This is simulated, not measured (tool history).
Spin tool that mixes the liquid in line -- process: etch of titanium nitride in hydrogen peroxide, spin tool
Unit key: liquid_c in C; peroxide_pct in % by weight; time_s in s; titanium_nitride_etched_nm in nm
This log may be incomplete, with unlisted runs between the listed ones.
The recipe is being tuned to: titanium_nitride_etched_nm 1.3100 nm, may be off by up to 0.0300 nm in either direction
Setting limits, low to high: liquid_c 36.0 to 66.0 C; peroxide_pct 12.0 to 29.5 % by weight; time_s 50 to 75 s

run	hour	liquid_c	peroxide_pct	time_s	titanium_nitride_etched_nm
1	0.0	52.0	20.0	75	3.0710
2	2.5	52.0	23.0	75	3.1550
3	4.0	57.5	23.0	75	4.5910
4	9.3	57.5	24.5	75	4.6732
5	17.7	57.5	24.5	75	4.6791
6	20.8	53.0	24.5	75	3.4453
7	25.1	45.0	24.0	75	1.9174
8	32.4	43.5	24.0	75	1.7173
9	39.4	42.5	24.0	75	1.5961
10	40.5	42.0	24.0	75	1.5345
# hour 46.2: thermometer replaced
11	46.2	41.5	24.0	75	1.2339

Exactly one of the 4 candidate moves below puts every result within its allowed miss. Which one?
A	51.9	43.0	26.0	70	?
B	51.9	42.0	28.0	70	?
C	51.9	41.5	23.5	75	?
D	51.9	44.0	24.5	70	?

move	titanium_nitride_etched_nm
A	1.3074
B	1.2320
C	1.2230
D	1.3914
A: each result inside its tolerance
B: as far off as the last run
C: misses by more than the last run did
D: carries the result that was furthest off beyond its target, to the other side
A is the move that brings every result within its allowed miss.
